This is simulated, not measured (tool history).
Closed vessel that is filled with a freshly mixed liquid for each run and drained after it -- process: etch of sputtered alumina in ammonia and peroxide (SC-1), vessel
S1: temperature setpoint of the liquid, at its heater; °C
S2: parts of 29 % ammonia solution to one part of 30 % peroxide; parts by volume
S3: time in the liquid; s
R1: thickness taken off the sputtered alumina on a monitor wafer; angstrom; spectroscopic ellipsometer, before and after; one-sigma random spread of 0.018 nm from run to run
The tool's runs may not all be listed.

run  hour    S1    S2  S3      R1
  1     0    51  0.45  30  14.142
  2   3.7    53  0.45  30  15.889
  3  11.3  54.5  0.45  30  17.133
  4  16.9    50  0.45  30  13.467
  5  18.5  54.5  0.45  30  17.079
  6  20.7  50.5  0.45  30  13.767
  7  25.3  52.5  0.45  30  15.188
  8  33.5  54.5  0.45  30  17.107
  9  35.4    56  0.45  30  18.529

Expected results for the next run?
 10    36  57  0.45  30   ?

Run 10 produced R1 19.264 angstrom.

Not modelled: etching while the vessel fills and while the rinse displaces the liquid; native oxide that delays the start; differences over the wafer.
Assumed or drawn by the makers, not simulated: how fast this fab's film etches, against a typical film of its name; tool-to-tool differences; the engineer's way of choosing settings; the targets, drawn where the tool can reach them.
